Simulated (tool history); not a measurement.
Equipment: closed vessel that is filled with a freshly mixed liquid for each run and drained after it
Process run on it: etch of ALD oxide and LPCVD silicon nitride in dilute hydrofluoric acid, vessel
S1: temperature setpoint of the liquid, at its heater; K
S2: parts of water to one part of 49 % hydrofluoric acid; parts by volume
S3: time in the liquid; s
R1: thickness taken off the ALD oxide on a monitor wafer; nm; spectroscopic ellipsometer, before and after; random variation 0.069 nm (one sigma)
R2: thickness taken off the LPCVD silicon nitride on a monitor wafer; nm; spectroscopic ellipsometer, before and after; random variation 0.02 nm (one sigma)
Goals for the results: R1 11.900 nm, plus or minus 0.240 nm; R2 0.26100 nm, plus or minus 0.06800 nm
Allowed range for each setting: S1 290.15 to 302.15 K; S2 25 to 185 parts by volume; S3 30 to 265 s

Run 1, day 0.000: S1 294.15 K, S2 105 parts by volume, S3 135 s. Result: R1 23.500 nm, R2 0.45710 nm.
Run 2, day 0.154: S1 294.15 K, S2 105 parts by volume, S3 180 s. Result: R1 31.431 nm, R2 0.68245 nm.
Run 3, day 0.450: S1 294.15 K, S2 105 parts by volume, S3 220 s. Result: R1 38.238 nm, R2 0.92227 nm.
Run 4, day 0.571: S1 294.15 K, S2 120 parts by volume, S3 220 s. Result: R1 32.595 nm, R2 0.65498 nm.
Run 5, day 0.696: S1 293.65 K, S2 140 parts by volume, S3 210 s. Result: R1 25.788 nm, R2 0.63217 nm.
Run 6, day 0.988: S1 292.65 K, S2 155 parts by volume, S3 195 s. Result: R1 20.395 nm, R2 0.45928 nm.
Run 7, day 1.258: S1 292.15 K, S2 165 parts by volume, S3 180 s. Result: R1 17.310 nm, R2 0.41687 nm.
Run 8, day 1.521: S1 291.65 K, S2 170 parts by volume, S3 170 s. Result: R1 15.328 nm, R2 0.33721 nm.
Run 9, day 1.883: S1 291.15 K, S2 175 parts by volume, S3 165 s. Result: R1 14.118 nm, R2 0.30688 nm.
Run 10, day 2.062: S1 291.15 K, S2 180 parts by volume, S3 160 s. Result: R1 13.342 nm, R2 0.32288 nm.

Which of these 4 next moves meets every target?
Run A, day 2.242: S1 291.15 K, S2 175 parts by volume, S3 140 s. Result: R1 ?, R2 ?.
Run B, day 2.242: S1 290.15 K, S2 85 parts by volume, S3 60 s. Result: R1 ?, R2 ?.
Run C, day 2.242: S1 292.65 K, S2 180 parts by volume, S3 145 s. Result: R1 ?, R2 ?.
Run D, day 2.242: S1 291.65 K, S2 180 parts by volume, S3 170 s. Result: R1 ?, R2 ?.

move      R1       R2
   A  11.955  0.28036
   B  11.085  0.22555
   C  12.714  0.31238
   D  14.329  0.34262
A: every result within its allowed miss
B: takes the result that was furthest off past its target
C: better than the last run, though not everything is in spec
D: its largest miss is bigger than the last run's
A is the move that brings every result within its allowed miss.

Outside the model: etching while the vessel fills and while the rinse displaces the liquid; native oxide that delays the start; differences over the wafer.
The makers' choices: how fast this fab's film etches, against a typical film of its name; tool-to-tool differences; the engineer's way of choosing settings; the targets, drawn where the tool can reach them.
